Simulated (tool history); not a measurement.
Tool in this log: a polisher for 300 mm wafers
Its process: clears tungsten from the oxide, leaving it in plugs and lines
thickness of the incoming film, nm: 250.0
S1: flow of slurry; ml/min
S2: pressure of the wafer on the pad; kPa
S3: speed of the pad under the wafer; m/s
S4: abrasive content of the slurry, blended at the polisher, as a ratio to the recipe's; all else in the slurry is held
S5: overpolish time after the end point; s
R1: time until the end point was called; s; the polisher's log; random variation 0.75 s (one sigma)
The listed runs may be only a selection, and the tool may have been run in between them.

run	hour	S1	S2	S3	S4	S5	R1
1	0	125	33.1	1.18	1	4	43.78
2	8.6	125	33.1	1.18	1	4	44.214
3	13.2	125	33.1	1.18	1	4	43.478
4	14.7	125	33.1	0.92	1	4	52.217
5	16.6	155	33.1	0.92	1	4	49.808
6	21.7	155	33.1	1.08	1	4	43.082
7	27.6	135	30.3	1.08	1	4	50.271

Predict the results of run 8:
8	33.5	125	29	1.08	1	4	?

Run 8 yielded R1 52.856 s.

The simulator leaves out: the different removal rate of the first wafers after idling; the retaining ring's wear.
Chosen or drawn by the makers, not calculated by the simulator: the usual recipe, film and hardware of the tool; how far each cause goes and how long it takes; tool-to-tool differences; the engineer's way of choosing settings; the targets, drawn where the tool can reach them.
